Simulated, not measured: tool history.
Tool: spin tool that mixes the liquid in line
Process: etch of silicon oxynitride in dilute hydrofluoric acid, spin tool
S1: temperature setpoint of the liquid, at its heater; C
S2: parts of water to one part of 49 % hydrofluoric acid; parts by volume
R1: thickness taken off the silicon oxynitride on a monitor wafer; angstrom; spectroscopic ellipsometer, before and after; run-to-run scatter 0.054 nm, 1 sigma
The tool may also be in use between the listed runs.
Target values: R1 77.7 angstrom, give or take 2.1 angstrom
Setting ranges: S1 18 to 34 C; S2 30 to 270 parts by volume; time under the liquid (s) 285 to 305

run 1 hour=0 | S1=26 S2=150 time_under_the_liquid_(s)=285 | R1=103.29
run 2 hour=5.3 | S1=24.5 S2=150 time_under_the_liquid_(s)=285 | R1=94.385
run 3 hour=10.9 | S1=23.5 S2=150 time_under_the_liquid_(s)=285 | R1=91.364
run 4 hour=19.6 | S1=26.5 S2=150 time_under_the_liquid_(s)=285 | R1=105.28
run 5 hour=28.6 | S1=26.5 S2=150 time_under_the_liquid_(s)=285 | R1=104.47
-- hour=30.5 hydrofluoric acid flow meter replaced
run 6 hour=30.5 | S1=26.5 S2=130 time_under_the_liquid_(s)=285 | R1=112.11
run 7 hour=35.5 | S1=24.5 S2=130 time_under_the_liquid_(s)=285 | R1=102.64
run 8 hour=43.9 | S1=23.5 S2=130 time_under_the_liquid_(s)=285 | R1=98.233

Of the 5 settings listed for the next run, only one would bring every result within its allowed miss of target. Which one?
run A hour=52.3 | S1=23.5 S2=100 time_under_the_liquid_(s)=290 | R1=?
run B hour=52.3 | S1=21.5 S2=155 time_under_the_liquid_(s)=300 | R1=?
run C hour=52.3 | S1=22 S2=170 time_under_the_liquid_(s)=300 | R1=?
run D hour=52.3 | S1=23.5 S2=170 time_under_the_liquid_(s)=285 | R1=?
run E hour=52.3 | S1=22 S2=165 time_under_the_liquid_(s)=300 | R1=?

move=A R1=133.79
move=B R1=77.889
move=C R1=71.905
move=D R1=73.179
move=E R1=74.353
A: lands further from the targets than the last run did
B: hits every target within its allowed miss
C: pushes the last run's worst result past its target
D: pushes the last run's worst result past its target
E: pushes the last run's worst result past its target
The move that meets every target is B.
